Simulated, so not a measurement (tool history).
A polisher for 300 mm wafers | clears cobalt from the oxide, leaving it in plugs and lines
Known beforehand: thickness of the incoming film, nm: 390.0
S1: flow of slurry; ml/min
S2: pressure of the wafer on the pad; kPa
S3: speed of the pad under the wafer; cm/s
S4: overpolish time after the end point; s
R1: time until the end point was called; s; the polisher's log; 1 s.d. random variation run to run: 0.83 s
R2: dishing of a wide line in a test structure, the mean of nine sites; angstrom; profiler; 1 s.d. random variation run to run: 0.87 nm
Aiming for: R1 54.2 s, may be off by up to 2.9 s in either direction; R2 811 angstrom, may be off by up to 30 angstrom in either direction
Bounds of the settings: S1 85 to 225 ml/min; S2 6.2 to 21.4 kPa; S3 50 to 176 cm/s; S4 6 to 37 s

run 1 day=0 | S1=145 S2=13.8 S3=112 S4=19 | R1=82.223 R2=591.42
run 2 day=0.125 | S1=145 S2=13.8 S3=112 S4=15 | R1=80.972 R2=508.89
run 3 day=0.246 | S1=145 S2=15.2 S3=112 S4=15 | R1=74.277 R2=537.33
run 4 day=0.288 | S1=160 S2=15.2 S3=112 S4=15 | R1=72.703 R2=552.27
run 5 day=0.65 | S1=160 S2=15.2 S3=112 S4=19 | R1=73.949 R2=613.8
run 6 day=0.942 | S1=160 S2=15.2 S3=128 S4=19 | R1=63.467 R2=653.53
run 7 day=1.15 | S1=160 S2=15.9 S3=128 S4=20 | R1=60.706 R2=680.3
run 8 day=1.212 | S1=160 S2=16.5 S3=128 S4=21 | R1=59.516 R2=720.95
run 9 day=1.35 | S1=165 S2=17.2 S3=128 S4=22 | R1=56.16 R2=745.46
run 10 day=1.467 | S1=165 S2=17.2 S3=128 S4=23 | R1=56.659 R2=748.94
run 11 day=1.688 | S1=165 S2=17.2 S3=128 S4=24 | R1=56.188 R2=757.26
run 12 day=1.883 | S1=165 S2=17.2 S3=128 S4=25 | R1=56.951 R2=777.98

Exactly one of the 4 candidate moves below puts every result within its allowed miss. Which one?
run A day=2.079 | S1=180 S2=16.5 S3=130 S4=24 | R1=? R2=?
run B day=2.079 | S1=140 S2=16.5 S3=134 S4=22 | R1=? R2=?
run C day=2.079 | S1=180 S2=17.9 S3=122 S4=21 | R1=? R2=?
run D day=2.079 | S1=180 S2=17.9 S3=130 S4=27 | R1=? R2=?

move=A R1=56.026 R2=762.89
move=B R1=56.864 R2=736.73
move=C R1=55.601 R2=730.36
move=D R1=52.268 R2=803.76
A: misses by more than the last run did
B: misses by more than the last run did
C: misses by more than the last run did
D: all results in spec
Answer: D
